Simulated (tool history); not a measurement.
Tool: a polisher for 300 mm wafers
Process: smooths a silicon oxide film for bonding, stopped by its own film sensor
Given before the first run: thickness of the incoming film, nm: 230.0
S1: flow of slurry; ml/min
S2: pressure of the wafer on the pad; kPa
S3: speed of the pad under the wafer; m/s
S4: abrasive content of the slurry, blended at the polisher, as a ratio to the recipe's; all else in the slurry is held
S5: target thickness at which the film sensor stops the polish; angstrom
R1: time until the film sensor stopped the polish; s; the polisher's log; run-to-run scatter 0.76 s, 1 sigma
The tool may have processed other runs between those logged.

| run | hour | S1 | S2 | S3 | S4 | S5 | R1 |
|---|---|---|---|---|---|---|---|
| 1 | 0.0 | 135 | 15.2 | 1.00 | 1.0 | 2040 | 36.146 |
| 2 | 2.6 | 135 | 14.5 | 1.00 | 1.0 | 2040 | 36.851 |
| 3 | 11.1 | 135 | 14.5 | 1.12 | 1.0 | 2040 | 34.012 |
| 4 | 13.3 | 135 | 14.5 | 1.20 | 1.0 | 2040 | 33.087 |
| 5 | 19.7 | 135 | 17.2 | 1.20 | 1.0 | 2040 | 28.397 |
| 6 | 20.7 | 135 | 15.9 | 1.18 | 1.0 | 2040 | 30.934 |
| 7 | 25.5 | 135 | 14.5 | 1.16 | 1.0 | 2040 | 33.587 |
| 8 | 29.4 | 130 | 10.3 | 1.06 | 1.0 | 2040 | 46.587 |
| 9 | 33.4 | 130 | 9.7 | 1.06 | 1.0 | 2040 | 47.613 |

Run 10 is up next; what results do you expect?
| 10 | 34.0 | 125 | 6.9 | 1.04 | 1.0 | 2040 | ? |

Run 10 came out at R1 60.305 s.
